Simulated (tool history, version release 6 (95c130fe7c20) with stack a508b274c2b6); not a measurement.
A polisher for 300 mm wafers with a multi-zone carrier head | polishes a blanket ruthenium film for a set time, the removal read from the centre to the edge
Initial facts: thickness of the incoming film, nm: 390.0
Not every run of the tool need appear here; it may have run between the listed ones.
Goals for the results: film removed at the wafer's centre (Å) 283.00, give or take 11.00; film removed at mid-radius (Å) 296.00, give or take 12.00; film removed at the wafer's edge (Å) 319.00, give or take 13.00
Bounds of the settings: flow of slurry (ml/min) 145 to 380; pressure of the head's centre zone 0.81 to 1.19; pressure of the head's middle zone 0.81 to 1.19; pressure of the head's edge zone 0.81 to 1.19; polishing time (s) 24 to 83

run,hour,flow of slurry (ml/min),pressure of the head's centre zone,pressure of the head's middle zone,pressure of the head's edge zone,polishing time (s),film removed at the wafer's centre (Å),film removed at mid-radius (Å),film removed at the wafer's edge (Å)
1,0.0,245,1.00,1.00,1.00,53,624.26,594.78,606.52
2,3.6,220,0.95,0.97,0.97,45,491.75,496.66,505.42
3,8.9,205,0.93,0.93,0.95,39,407.94,409.04,421.94
4,16.9,205,0.93,0.93,0.99,39,409.85,412.28,429.01
5,22.1,265,0.93,0.93,0.99,39,427.29,425.27,442.01
6,27.3,255,0.90,0.90,0.97,36,377.67,380.78,402.13
7,31.5,250,0.88,0.88,0.95,34,356.45,351.55,379.08
8,32.3,250,0.88,0.88,0.95,34,349.48,349.63,380.69
9,38.3,245,0.86,0.88,0.92,32,311.78,325.36,351.76
10,42.8,245,0.86,0.88,0.89,32,320.41,326.43,345.44
11,43.3,235,0.85,0.87,0.88,32,315.17,330.91,333.18
12,45.2,235,0.84,0.86,0.89,31,295.43,310.95,331.96
13,46.5,230,0.84,0.85,0.88,31,298.35,313.12,330.90
14,49.2,230,0.84,0.84,0.88,31,300.24,306.16,326.72
15,52.0,225,0.83,0.84,0.88,31,296.43,309.33,327.53

5 candidate next runs follow, results not yet known. Just one meets every target within its allowed miss. Identify it.
A,54.8,235,0.88,0.81,0.91,31,?,?,?
B,54.8,220,0.86,0.91,0.81,31,?,?,?
C,54.8,245,0.89,0.81,0.99,30,?,?,?
D,54.8,270,0.86,0.98,0.91,29,?,?,?
E,54.8,185,0.83,0.84,0.86,31,?,?,?

move,film removed at the wafer's centre (Å),film removed at mid-radius (Å),film removed at the wafer's edge (Å)
A,316.27,294.15,331.62
B,306.01,318.27,312.17
C,311.49,286.20,335.31
D,295.07,323.85,313.69
E,285.87,291.12,314.14
A: its largest miss is bigger than the last run's
B: its largest miss is bigger than the last run's
C: its largest miss is bigger than the last run's
D: its largest miss is bigger than the last run's
E: meets every target
So the answer is move E, the one that meets all the targets.

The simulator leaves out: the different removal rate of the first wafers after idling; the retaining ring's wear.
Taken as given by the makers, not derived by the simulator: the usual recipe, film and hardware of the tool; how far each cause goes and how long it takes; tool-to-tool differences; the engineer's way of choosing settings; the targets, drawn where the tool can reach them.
